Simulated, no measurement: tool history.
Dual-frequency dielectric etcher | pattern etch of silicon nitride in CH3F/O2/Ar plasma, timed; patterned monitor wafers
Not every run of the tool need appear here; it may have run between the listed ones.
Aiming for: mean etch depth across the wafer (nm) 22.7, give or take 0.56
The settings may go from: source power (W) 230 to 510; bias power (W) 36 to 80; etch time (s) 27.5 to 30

run    day  source power (W)  bias power (W)  etch time (s)  mean etch depth across the wafer (nm)
  1      0               370              58             30                                 19.611
  2  0.033               390              59             30                                 20.268
  3  0.383               400              60             30                                 20.502
  4  0.421               400              52             30                                 19.598
  5  0.517               410              53             30                                 19.867
  6  0.771               420              54             30                                 20.164
  7  1.108               430              55             30                                 20.339
  8  1.438               440              57             30                                 20.779
  9  1.542               450              58             30                                 21.179
 10  1.579               460              59             30                                 21.306
 11  1.917               470              60             30                                 21.551
 12    2.1               480              61             30                                 21.958

4 next moves are on the table. One of them brings every result within its allowed miss. Which?
  A  2.283               480              64           27.5                                      ?
  B  2.283               460              63             29                                      ?
  C  2.283               510              69             29                                      ?
  D  2.283               440              66           29.5                                      ?

move  mean etch depth across the wafer (nm)
   A                                 20.774
   B                                 21.447
   C                                 23.015
   D                                  21.83
A: moves away from the targets compared with the last run
B: moves away from the targets compared with the last run
C: all results land within tolerance of their targets
D: moves away from the targets compared with the last run
Go with C: it meets all targets.
